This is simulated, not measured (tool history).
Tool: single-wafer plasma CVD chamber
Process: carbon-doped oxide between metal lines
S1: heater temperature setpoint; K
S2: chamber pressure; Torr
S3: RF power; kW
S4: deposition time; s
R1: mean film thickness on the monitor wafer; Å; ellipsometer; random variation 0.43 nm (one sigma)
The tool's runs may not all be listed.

Run 1, day 0.000: S1 603.15 K, S2 6.81 Torr, S3 0.470 kW, S4 14.8 s. Result: R1 793.61 Å.
Run 2, day 0.275: S1 603.15 K, S2 6.81 Torr, S3 0.470 kW, S4 14.1 s. Result: R1 759.93 Å.
Run 3, day 0.421: S1 603.15 K, S2 5.89 Torr, S3 0.470 kW, S4 14.1 s. Result: R1 749.93 Å.
Run 4, day 0.529: S1 602.15 K, S2 5.98 Torr, S3 0.490 kW, S4 14.2 s. Result: R1 777.19 Å.
Run 5, day 0.642: S1 601.15 K, S2 6.08 Torr, S3 0.505 kW, S4 14.3 s. Result: R1 800.09 Å.
Run 6, day 0.683: S1 600.15 K, S2 6.16 Torr, S3 0.520 kW, S4 14.4 s. Result: R1 820.14 Å.
Run 7, day 0.721: S1 599.15 K, S2 6.22 Torr, S3 0.535 kW, S4 14.5 s. Result: R1 844.08 Å.

The next listed run, before its measurement:
Run 8, day 0.888: S1 599.15 K, S2 6.22 Torr, S3 0.535 kW, S4 14.5 s. Result: R1 ?.

{"run 8": {"R1": 844.21}}
